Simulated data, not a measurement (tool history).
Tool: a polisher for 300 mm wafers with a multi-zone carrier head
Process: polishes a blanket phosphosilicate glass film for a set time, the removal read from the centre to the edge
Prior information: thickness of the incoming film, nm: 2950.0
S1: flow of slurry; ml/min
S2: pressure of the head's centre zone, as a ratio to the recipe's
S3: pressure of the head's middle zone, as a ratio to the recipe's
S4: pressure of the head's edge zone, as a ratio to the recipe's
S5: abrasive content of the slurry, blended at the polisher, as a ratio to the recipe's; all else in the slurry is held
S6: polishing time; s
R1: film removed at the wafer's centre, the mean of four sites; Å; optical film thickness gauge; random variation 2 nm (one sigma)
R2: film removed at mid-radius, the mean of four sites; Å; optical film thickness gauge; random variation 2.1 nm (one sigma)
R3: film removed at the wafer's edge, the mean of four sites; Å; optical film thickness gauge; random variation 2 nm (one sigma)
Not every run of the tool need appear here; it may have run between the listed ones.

run 1 hour=0.0 | S1=320 S2=1.00 S3=1.00 S4=1.00 S5=1.00 S6=67 | R1=4118.9 R2=4094.9 R3=4057.0
run 2 hour=9.0 | S1=320 S2=0.99 S3=1.00 S4=0.98 S5=0.95 S6=65 | R1=3914.8 R2=3867.5 R3=3737.0
run 3 hour=16.1 | S1=315 S2=0.97 S3=0.99 S4=0.96 S5=0.90 S6=64 | R1=3663.6 R2=3782.6 R3=3600.0
run 4 hour=17.9 | S1=315 S2=0.97 S3=0.99 S4=1.01 S5=0.90 S6=64 | R1=3691.3 R2=3648.5 R3=3719.4
run 5 hour=25.3 | S1=315 S2=0.97 S3=0.99 S4=1.06 S5=0.90 S6=64 | R1=3653.7 R2=3716.6 R3=3754.8
run 6 hour=32.8 | S1=315 S2=0.96 S3=0.99 S4=1.04 S5=0.85 S6=63 | R1=3481.6 R2=3564.3 R3=3604.0
run 7 hour=40.1 | S1=315 S2=0.96 S3=0.99 S4=1.02 S5=0.80 S6=62 | R1=3373.0 R2=3484.7 R3=3423.0
run 8 hour=42.1 | S1=305 S2=0.89 S3=0.89 S4=0.92 S5=0.55 S6=55 | R1=2311.8 R2=2380.1 R3=2461.1
run 9 hour=43.3 | S1=315 S2=0.90 S3=0.90 S4=0.91 S5=0.55 S6=55 | R1=2376.3 R2=2390.2 R3=2438.5
run 10 hour=48.0 | S1=320 S2=0.90 S3=0.91 S4=0.91 S5=0.55 S6=55 | R1=2347.6 R2=2422.8 R3=2483.7
run 11 hour=56.0 | S1=320 S2=0.91 S3=0.93 S4=0.90 S5=0.55 S6=55 | R1=2382.3 R2=2479.2 R3=2424.1
run 12 hour=57.7 | S1=325 S2=0.92 S3=0.94 S4=0.90 S5=0.55 S6=55 | R1=2420.4 R2=2472.4 R3=2450.0
run 13 hour=61.6 | S1=330 S2=0.93 S3=0.95 S4=0.90 S5=0.55 S6=55 | R1=2474.5 R2=2529.9 R3=2455.6

Forecast run 14:
-- hour=64.4 slurry nozzle cleaned
run 14 hour=64.4 | S1=335 S2=0.93 S3=0.96 S4=0.90 S5=0.55 S6=55 | R1=? R2=? R3=?

{"run 14": {"R1": 2494.7, "R2": 2572.3, "R3": 2487.7}}

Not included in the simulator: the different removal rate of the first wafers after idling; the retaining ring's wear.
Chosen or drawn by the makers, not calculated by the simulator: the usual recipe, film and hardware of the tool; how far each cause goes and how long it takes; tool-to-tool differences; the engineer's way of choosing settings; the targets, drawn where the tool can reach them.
